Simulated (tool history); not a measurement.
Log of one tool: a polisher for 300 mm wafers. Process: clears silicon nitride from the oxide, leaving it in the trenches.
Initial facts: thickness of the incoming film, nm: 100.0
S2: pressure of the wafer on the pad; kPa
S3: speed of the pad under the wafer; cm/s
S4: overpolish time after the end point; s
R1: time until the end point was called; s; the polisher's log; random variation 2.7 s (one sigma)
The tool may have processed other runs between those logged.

run 1 hour=0 | flow_of_slurry_(ml/min)=140 S2=17.9 S3=78 S4=41 | R1=146.83
run 2 hour=0.6 | flow_of_slurry_(ml/min)=135 S2=15.2 S3=78 S4=41 | R1=180.36
run 3 hour=4.5 | flow_of_slurry_(ml/min)=130 S2=13.8 S3=78 S4=41 | R1=196.16
run 4 hour=9.4 | flow_of_slurry_(ml/min)=155 S2=13.8 S3=78 S4=41 | R1=191.97
run 5 hour=13.4 | flow_of_slurry_(ml/min)=155 S2=17.2 S3=78 S4=41 | R1=152.57
run 6 hour=16.3 | flow_of_slurry_(ml/min)=155 S2=17.2 S3=96 S4=41 | R1=124.8

Run 7 comes next. What will it give?
run 7 hour=24.9 | flow_of_slurry_(ml/min)=155 S2=17.2 S3=96 S4=41 | R1=?

{"run 7": {"R1": 124.04}}
